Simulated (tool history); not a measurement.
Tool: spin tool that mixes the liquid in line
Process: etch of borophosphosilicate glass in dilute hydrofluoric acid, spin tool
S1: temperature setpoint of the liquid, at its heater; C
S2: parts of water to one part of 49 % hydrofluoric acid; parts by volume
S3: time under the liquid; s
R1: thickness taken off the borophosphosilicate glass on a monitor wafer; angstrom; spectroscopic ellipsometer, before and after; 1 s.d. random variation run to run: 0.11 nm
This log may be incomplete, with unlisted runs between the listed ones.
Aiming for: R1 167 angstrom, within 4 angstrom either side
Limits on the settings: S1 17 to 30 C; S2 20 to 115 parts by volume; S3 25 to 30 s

run  hour    S1  S2  S3      R1
  1     0    22  65  30  229.88
  2   4.2    21  65  30  219.34
  3   9.9    21  55  30  261.59
  4  11.7    21  55  30   263.2
  5  17.1    20  60  30  228.41
  6  18.8  18.5  60  30  217.02
  7  20.4    18  65  30  194.11
  8  28.5  17.5  70  30  174.85

4 next moves are on the table. One of them brings every result within its allowed miss. Which?
  A  36.6    17  60  25   ?
  B  36.6  17.5  65  30   ?
  C  36.6    17  75  30   ?
  D  36.6    17  65  30   ?

move      R1
   A  168.98
   B  190.19
   C  159.58
   D  186.15
A: every result within its allowed miss
B: its largest miss is bigger than the last run's
C: moves the result that the last run missed by most past its target, out the other side
D: its largest miss is bigger than the last run's
Move A is the one to make.

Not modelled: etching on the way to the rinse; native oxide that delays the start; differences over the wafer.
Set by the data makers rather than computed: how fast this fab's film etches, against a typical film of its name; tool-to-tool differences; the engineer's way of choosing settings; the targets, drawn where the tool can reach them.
